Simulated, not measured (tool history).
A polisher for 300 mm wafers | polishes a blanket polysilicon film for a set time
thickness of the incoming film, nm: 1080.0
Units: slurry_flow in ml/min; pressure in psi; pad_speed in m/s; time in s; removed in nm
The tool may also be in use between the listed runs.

| run | day | slurry_flow | pressure | pad_speed | time | removed |
|---|---|---|---|---|---|---|
| 1 | 0.000 | 310 | 2.9 | 1.22 | 19 | 183.44 |
| 2 | 0.142 | 310 | 2.9 | 1.22 | 19 | 186.33 |
| 3 | 0.467 | 310 | 2.9 | 1.22 | 16 | 155.77 |
| 4 | 0.612 | 310 | 2.9 | 1.50 | 16 | 192.63 |
| 5 | 0.838 | 310 | 3.1 | 1.50 | 16 | 201.10 |
| 6 | 1.154 | 310 | 3.1 | 1.72 | 16 | 227.95 |
| 7 | 1.454 | 310 | 3.1 | 1.72 | 16 | 230.27 |
| 8 | 1.542 | 310 | 3.2 | 1.72 | 16 | 236.09 |

Run 9 comes next. What will it give?
| 9 | 1.688 | 310 | 3.3 | 1.72 | 16 | ? |

Run 9 gave removed 237.98 nm.

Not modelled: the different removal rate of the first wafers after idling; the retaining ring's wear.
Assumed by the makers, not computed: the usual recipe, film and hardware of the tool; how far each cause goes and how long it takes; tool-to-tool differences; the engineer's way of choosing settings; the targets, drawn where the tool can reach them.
